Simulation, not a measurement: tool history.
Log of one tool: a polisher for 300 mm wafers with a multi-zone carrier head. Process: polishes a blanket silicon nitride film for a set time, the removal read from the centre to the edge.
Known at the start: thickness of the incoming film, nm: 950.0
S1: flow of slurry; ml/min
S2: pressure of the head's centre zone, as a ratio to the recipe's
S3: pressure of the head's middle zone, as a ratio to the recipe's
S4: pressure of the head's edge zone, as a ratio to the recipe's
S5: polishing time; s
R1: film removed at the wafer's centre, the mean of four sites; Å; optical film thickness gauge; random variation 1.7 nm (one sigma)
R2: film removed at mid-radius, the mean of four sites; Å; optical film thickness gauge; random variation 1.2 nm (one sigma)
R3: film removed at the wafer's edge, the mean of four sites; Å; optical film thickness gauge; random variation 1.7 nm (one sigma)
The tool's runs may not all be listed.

run	day	S1	S2	S3	S4	S5	R1	R2	R3
1	0	125	1	1	1	58	1188.1	1225.4	1167.3
2	0.133	115	1	1	1	58	1187.9	1185.3	1171
3	0.225	125	1.04	1	1.04	59	1269.2	1234.8	1267.6
4	0.279	125	1.04	1	1.04	45	977.16	941.89	938.72
5	0.625	125	1.04	1	1.04	31	673.6	659.99	652.7
6	0.783	140	1.08	1.02	1.07	38	879.05	840.21	819.25
7	1.146	150	1.11	1.03	1.09	43	1046.2	962.79	942.48

Forecast run 8:
8	1.312	155	1.13	1.04	1.11	47	?	?	?

{"run 8": {"R1": 1175.4, "R2": 1082.3, "R3": 1054.1}}
